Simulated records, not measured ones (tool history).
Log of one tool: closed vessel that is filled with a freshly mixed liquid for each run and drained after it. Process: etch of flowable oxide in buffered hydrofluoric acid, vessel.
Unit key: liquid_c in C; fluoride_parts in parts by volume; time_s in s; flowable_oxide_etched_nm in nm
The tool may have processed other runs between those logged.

run 1 hour=0 | liquid_c=24 fluoride_parts=12 time_s=30 | flowable_oxide_etched_nm=123.1
run 2 hour=8.5 | liquid_c=26.5 fluoride_parts=11 time_s=30 | flowable_oxide_etched_nm=153.54
run 3 hour=12.2 | liquid_c=28 fluoride_parts=10.5 time_s=30 | flowable_oxide_etched_nm=173.46
run 4 hour=21.1 | liquid_c=25 fluoride_parts=10.5 time_s=30 | flowable_oxide_etched_nm=148.31
run 5 hour=24.1 | liquid_c=27 fluoride_parts=10 time_s=30 | flowable_oxide_etched_nm=174.39
run 6 hour=26 | liquid_c=28.5 fluoride_parts=9.5 time_s=30 | flowable_oxide_etched_nm=193.34
run 7 hour=27.9 | liquid_c=29.5 fluoride_parts=9 time_s=30 | flowable_oxide_etched_nm=210.33

Run 8, settings as shown, results not yet in. Your forecast:
run 8 hour=29.1 | liquid_c=32 fluoride_parts=8 time_s=30 | flowable_oxide_etched_nm=?

flowable_oxide_etched_nm: 272.7 nm

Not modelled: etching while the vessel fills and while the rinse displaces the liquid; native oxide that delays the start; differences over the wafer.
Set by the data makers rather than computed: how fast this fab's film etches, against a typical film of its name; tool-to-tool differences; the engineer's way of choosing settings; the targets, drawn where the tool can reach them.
